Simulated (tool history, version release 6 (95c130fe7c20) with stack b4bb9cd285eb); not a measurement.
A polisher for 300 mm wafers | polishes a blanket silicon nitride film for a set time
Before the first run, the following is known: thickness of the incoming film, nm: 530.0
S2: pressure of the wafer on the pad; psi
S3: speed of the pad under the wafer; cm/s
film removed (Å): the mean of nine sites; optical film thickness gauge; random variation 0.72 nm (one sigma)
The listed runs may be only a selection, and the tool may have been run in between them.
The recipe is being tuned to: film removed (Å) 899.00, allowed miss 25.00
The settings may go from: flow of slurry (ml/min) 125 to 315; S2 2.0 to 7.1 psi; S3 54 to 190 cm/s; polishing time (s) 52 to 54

Run 1, hour 0.0: flow of slurry (ml/min) 205, S2 4.5 psi, S3 122 cm/s, polishing time (s) 52. Result: film removed (Å) 1615.80.
Run 2, hour 7.1: flow of slurry (ml/min) 200, S2 3.8 psi, S3 122 cm/s, polishing time (s) 52. Result: film removed (Å) 1349.80.
Run 3, hour 15.3: flow of slurry (ml/min) 200, S2 4.7 psi, S3 122 cm/s, polishing time (s) 52. Result: film removed (Å) 1655.40.
Run 4, hour 17.7: flow of slurry (ml/min) 200, S2 4.2 psi, S3 122 cm/s, polishing time (s) 52. Result: film removed (Å) 1477.30.
Run 5, hour 18.4: flow of slurry (ml/min) 200, S2 5.0 psi, S3 122 cm/s, polishing time (s) 52. Result: film removed (Å) 1759.10.
Run 6, hour 24.2: flow of slurry (ml/min) 200, S2 4.1 psi, S3 122 cm/s, polishing time (s) 52. Result: film removed (Å) 1460.20.
Run 7, hour 32.9: flow of slurry (ml/min) 190, S2 3.5 psi, S3 122 cm/s, polishing time (s) 52. Result: film removed (Å) 1255.80.
Run 8, hour 40.7: flow of slurry (ml/min) 185, S2 3.1 psi, S3 122 cm/s, polishing time (s) 52. Result: film removed (Å) 1104.70.

Of the 4 settings listed for the next run, only one would bring every result within its allowed miss of target. Which one?
Run A, hour 48.5: flow of slurry (ml/min) 190, S2 4.3 psi, S3 102 cm/s, polishing time (s) 53. Result: film removed (Å) ?.
Run B, hour 48.5: flow of slurry (ml/min) 195, S2 3.3 psi, S3 72 cm/s, polishing time (s) 52. Result: film removed (Å) ?.
Run C, hour 48.5: flow of slurry (ml/min) 150, S2 2.4 psi, S3 122 cm/s, polishing time (s) 52. Result: film removed (Å) ?.
Run D, hour 48.5: flow of slurry (ml/min) 175, S2 2.8 psi, S3 106 cm/s, polishing time (s) 52. Result: film removed (Å) ?.

move  film removed (Å)
   A           1362.10
   B            836.89
   C            836.96
   D            899.08
A: moves away from the targets compared with the last run
B: pushes the last run's worst result past its target
C: pushes the last run's worst result past its target
D: meets every target
So the answer is move D, the one that meets all the targets.
